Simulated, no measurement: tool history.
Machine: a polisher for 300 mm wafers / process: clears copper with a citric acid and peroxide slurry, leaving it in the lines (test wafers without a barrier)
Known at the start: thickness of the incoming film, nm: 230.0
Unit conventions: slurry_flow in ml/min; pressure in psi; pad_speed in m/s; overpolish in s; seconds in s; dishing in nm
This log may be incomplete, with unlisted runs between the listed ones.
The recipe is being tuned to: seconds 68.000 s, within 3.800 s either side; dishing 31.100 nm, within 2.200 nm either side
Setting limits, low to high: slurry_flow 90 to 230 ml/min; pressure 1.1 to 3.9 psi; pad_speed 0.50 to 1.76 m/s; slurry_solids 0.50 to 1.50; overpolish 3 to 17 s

run    day  slurry_flow  pressure  pad_speed  slurry_solids  overpolish  seconds  dishing
  1  0.000          150       2.5       1.12           1.00           9   97.982   16.554
  2  0.033          150       2.5       1.00           1.00           9  108.780   14.763
  3  0.304          150       2.0       1.00           1.00           9  133.770   12.868
  4  0.408          130       2.0       1.00           1.00           9  139.310   11.457
  5  0.508          165       2.0       1.00           1.00           9  133.250   12.349
  6  0.592          165       2.0       1.00           1.15           9  129.980   12.537
  7  0.800          160       2.7       1.06           1.15          12   94.255   22.787
  8  0.988          160       2.9       1.06           1.15          12   87.473   23.661
  9  1.238          160       3.1       1.06           1.15          12   82.632   27.081
 10  1.592          160       3.2       1.06           1.15          12   78.400   26.906
 11  1.733          160       3.3       1.06           1.15          12   76.122   27.741
 12  1.838          160       3.4       1.06           1.15          12   74.892   28.073
 13  2.175          160       3.5       1.06           1.15          12   72.548   29.075

Pick the move, out of 4, that brings all results within their allowed miss; only one does.
  A  2.512          160       3.4       0.96           1.15          14        ?        ?
  B  2.512          110       3.1       1.30           1.35          15        ?        ?
  C  2.512          175       3.3       1.02           1.10          17        ?        ?
  D  2.512          185       2.5       1.52           1.25          12        ?        ?

move  seconds  dishing
   A   79.973   29.817
   B   67.647   36.876
   C   77.796   36.492
   D   68.716   29.435
A: lands further from the targets than the last run did
B: brings the last run's worst result on target, with another outside its allowed miss
C: lands further from the targets than the last run did
D: each result inside its tolerance
Correct choice: D, which meets every target
